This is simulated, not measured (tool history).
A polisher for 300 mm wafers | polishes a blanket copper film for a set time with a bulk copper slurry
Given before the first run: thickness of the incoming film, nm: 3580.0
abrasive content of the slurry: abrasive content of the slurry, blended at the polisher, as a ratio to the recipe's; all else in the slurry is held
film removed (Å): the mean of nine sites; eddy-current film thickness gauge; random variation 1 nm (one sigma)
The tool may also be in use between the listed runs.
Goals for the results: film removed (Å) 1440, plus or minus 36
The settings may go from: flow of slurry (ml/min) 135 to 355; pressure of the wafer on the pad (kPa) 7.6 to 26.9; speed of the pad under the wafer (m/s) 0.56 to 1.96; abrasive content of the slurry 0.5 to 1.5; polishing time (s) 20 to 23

run	hour	flow of slurry (ml/min)	pressure of the wafer on the pad (kPa)	speed of the pad under the wafer (m/s)	abrasive content of the slurry	polishing time (s)	film removed (Å)
1	0	225	17.2	1.26	1	23	2263.1
2	2.5	220	16.5	1.26	1	23	2170.1
3	9.3	220	19.3	1.26	1	23	2463.7
4	12.3	220	16.5	1.26	1	23	2207.8
5	17.2	220	16.5	1.26	1	23	2183.9
6	19.1	185	16.5	1.26	1	23	2124.6
7	22.7	180	15.9	1.26	1	23	2050.6
8	24.9	180	15.2	1.26	1	23	1996.1
9	27.9	180	14.5	1.26	1	23	1922.2
10	30.2	180	13.8	1.26	1	23	1838.8
11	36.7	180	13.1	1.26	1	23	1779.5
# hour 44.8: head pressure recalibrated
12	44.8	180	12.4	1.26	1	23	1561.8
13	47.9	185	11.7	1.26	1	23	1534.7

Which of these 4 next moves meets every target?
A	51	215	12.4	1.26	1.25	22	?
B	51	185	11	1.5	1.1	21	?
C	51	275	10.3	1.18	0.9	23	?
D	51	265	9.7	1.26	1.15	23	?

move	film removed (Å)
A	1614.8
B	1554.9
C	1364.4
D	1432.4
A: lands further from the targets than the last run did
B: lands further from the targets than the last run did
C: takes the result that was furthest off past its target
D: all results land within tolerance of their targets
Answer: D

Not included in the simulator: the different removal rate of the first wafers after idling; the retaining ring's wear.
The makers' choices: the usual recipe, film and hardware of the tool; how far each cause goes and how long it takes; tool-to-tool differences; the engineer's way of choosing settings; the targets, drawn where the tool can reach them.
